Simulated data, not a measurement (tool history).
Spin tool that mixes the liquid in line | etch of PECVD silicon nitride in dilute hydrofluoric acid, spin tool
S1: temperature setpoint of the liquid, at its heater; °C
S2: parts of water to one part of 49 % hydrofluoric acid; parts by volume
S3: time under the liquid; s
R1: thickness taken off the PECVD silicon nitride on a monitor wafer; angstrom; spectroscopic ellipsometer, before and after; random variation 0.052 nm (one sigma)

run  hour    S1  S2   S3      R1
  1   0.0  25.0  75  325  162.65
  2   5.2  25.0  75  345  173.08
  3   7.0  27.5  75  345  204.58
  4  11.0  26.0  75  345  185.75
  5  11.8  26.0  55  345  251.88
  6  20.7  24.0  55  345  218.67

Forecast run 7:
  7  21.8  22.5  55  345   ?

{"run 7": {"R1": 197.85}}

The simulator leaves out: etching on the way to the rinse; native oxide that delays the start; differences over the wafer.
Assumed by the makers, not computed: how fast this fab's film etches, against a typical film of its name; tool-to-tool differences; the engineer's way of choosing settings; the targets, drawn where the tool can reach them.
